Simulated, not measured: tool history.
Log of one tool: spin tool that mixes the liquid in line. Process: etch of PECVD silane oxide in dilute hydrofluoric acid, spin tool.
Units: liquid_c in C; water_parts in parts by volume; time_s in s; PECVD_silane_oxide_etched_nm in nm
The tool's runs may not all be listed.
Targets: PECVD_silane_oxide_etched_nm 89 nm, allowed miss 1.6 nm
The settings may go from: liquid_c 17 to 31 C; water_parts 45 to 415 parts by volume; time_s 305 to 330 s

run 1 hour=0 | liquid_c=23 water_parts=230 time_s=305 | PECVD_silane_oxide_etched_nm=38.304
run 2 hour=3 | liquid_c=23 water_parts=230 time_s=330 | PECVD_silane_oxide_etched_nm=41.457
run 3 hour=10.1 | liquid_c=23 water_parts=290 time_s=330 | PECVD_silane_oxide_etched_nm=31.019
run 4 hour=10.7 | liquid_c=24 water_parts=275 time_s=330 | PECVD_silane_oxide_etched_nm=34.315
run 5 hour=14.3 | liquid_c=26 water_parts=275 time_s=330 | PECVD_silane_oxide_etched_nm=37.085
-- hour=20.8 thermometer replaced
run 6 hour=20.8 | liquid_c=26.5 water_parts=260 time_s=330 | PECVD_silane_oxide_etched_nm=38.48
run 7 hour=22.4 | liquid_c=27 water_parts=245 time_s=330 | PECVD_silane_oxide_etched_nm=41.753
run 8 hour=23.9 | liquid_c=27.5 water_parts=230 time_s=330 | PECVD_silane_oxide_etched_nm=46.174
run 9 hour=30.3 | liquid_c=28 water_parts=215 time_s=330 | PECVD_silane_oxide_etched_nm=51.406
run 10 hour=31 | liquid_c=28 water_parts=215 time_s=330 | PECVD_silane_oxide_etched_nm=51.18
run 11 hour=33.5 | liquid_c=28.5 water_parts=205 time_s=330 | PECVD_silane_oxide_etched_nm=55.433
run 12 hour=36.3 | liquid_c=31 water_parts=120 time_s=330 | PECVD_silane_oxide_etched_nm=116.18
run 13 hour=43.1 | liquid_c=30 water_parts=120 time_s=330 | PECVD_silane_oxide_etched_nm=111.38
run 14 hour=50.4 | liquid_c=29 water_parts=120 time_s=330 | PECVD_silane_oxide_etched_nm=107.92
run 15 hour=56.2 | liquid_c=28 water_parts=120 time_s=330 | PECVD_silane_oxide_etched_nm=103.65
run 16 hour=62.6 | liquid_c=27.5 water_parts=120 time_s=330 | PECVD_silane_oxide_etched_nm=102.2

Which of these 4 next moves meets every target?
run A hour=69 | liquid_c=24 water_parts=120 time_s=330 | PECVD_silane_oxide_etched_nm=?
run B hour=69 | liquid_c=26.5 water_parts=90 time_s=305 | PECVD_silane_oxide_etched_nm=?
run C hour=69 | liquid_c=26.5 water_parts=120 time_s=310 | PECVD_silane_oxide_etched_nm=?
run D hour=69 | liquid_c=28 water_parts=100 time_s=330 | PECVD_silane_oxide_etched_nm=?

move=A PECVD_silane_oxide_etched_nm=89.102
move=B PECVD_silane_oxide_etched_nm=125.7
move=C PECVD_silane_oxide_etched_nm=92.178
move=D PECVD_silane_oxide_etched_nm=127.98
A: meets every target
B: further off than the last run
C: nearer than the last run, and not there yet
D: further off than the last run
Answer: A
